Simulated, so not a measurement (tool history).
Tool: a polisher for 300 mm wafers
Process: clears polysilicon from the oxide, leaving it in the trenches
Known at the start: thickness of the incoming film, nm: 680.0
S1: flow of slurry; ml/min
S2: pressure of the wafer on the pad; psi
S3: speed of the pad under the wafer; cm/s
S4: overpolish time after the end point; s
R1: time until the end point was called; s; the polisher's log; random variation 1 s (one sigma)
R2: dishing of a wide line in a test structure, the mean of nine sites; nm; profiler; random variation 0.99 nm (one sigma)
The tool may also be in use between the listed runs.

{"run": 1, "day": 0.0, "S1": 210, "S2": 2.6, "S3": 122, "S4": 8, "R1": 53.981, "R2": 66.999}
{"run": 2, "day": 0.254, "S1": 245, "S2": 2.6, "S3": 122, "S4": 8, "R1": 50.536, "R2": 66.367}
{"run": 3, "day": 0.475, "S1": 225, "S2": 2.6, "S3": 122, "S4": 9, "R1": 54.106, "R2": 71.15}
{"run": 4, "day": 0.604, "S1": 225, "S2": 2.6, "S3": 122, "S4": 7, "R1": 52.423, "R2": 61.947}
{"run": 5, "day": 0.704, "S1": 225, "S2": 2.6, "S3": 138, "S4": 7, "R1": 48.404, "R2": 66.172}
{"run": 6, "day": 0.779, "S1": 225, "S2": 2.6, "S3": 138, "S4": 9, "R1": 46.887, "R2": 73.385}
{"run": 7, "day": 0.904, "S1": 215, "S2": 2.5, "S3": 136, "S4": 10, "R1": 49.535, "R2": 77.33}
{"run": 8, "day": 1.217, "S1": 215, "S2": 2.1, "S3": 134, "S4": 12, "R1": 59.489, "R2": 76.533}

Forecast run 9:
{"run": 9, "day": 1.542, "S1": 215, "S2": 2.2, "S3": 134, "S4": 12, "R1": "?", "R2": "?"}

Run 9 gave R1 57.251 s, R2 78.582 nm.
